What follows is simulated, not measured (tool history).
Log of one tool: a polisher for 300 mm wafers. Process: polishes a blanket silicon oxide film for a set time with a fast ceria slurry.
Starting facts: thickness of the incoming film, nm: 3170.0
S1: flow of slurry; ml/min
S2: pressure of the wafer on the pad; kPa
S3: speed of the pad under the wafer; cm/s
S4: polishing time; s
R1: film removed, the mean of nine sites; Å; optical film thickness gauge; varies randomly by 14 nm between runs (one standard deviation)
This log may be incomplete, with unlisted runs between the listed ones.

run 1 day=0.000 | S1=190 S2=20.0 S3=102 S4=72 | R1=12376.0
run 2 day=0.238 | S1=190 S2=20.0 S3=78 S4=72 | R1=10011.0
run 3 day=0.308 | S1=145 S2=20.0 S3=78 S4=72 | R1=9393.4
run 4 day=0.550 | S1=115 S2=20.0 S3=78 S4=72 | R1=9047.3
run 5 day=0.917 | S1=130 S2=21.4 S3=78 S4=72 | R1=9647.1
run 6 day=1.033 | S1=145 S2=22.8 S3=80 S4=72 | R1=10460.0
run 7 day=1.238 | S1=155 S2=24.1 S3=82 S4=72 | R1=11374.0
run 8 day=1.550 | S1=160 S2=29.6 S3=100 S4=72 | R1=15331.0

Run 9 comes next. What will it give?
run 9 day=1.629 | S1=170 S2=29.6 S3=100 S4=72 | R1=?

R1: 15555.0 Å

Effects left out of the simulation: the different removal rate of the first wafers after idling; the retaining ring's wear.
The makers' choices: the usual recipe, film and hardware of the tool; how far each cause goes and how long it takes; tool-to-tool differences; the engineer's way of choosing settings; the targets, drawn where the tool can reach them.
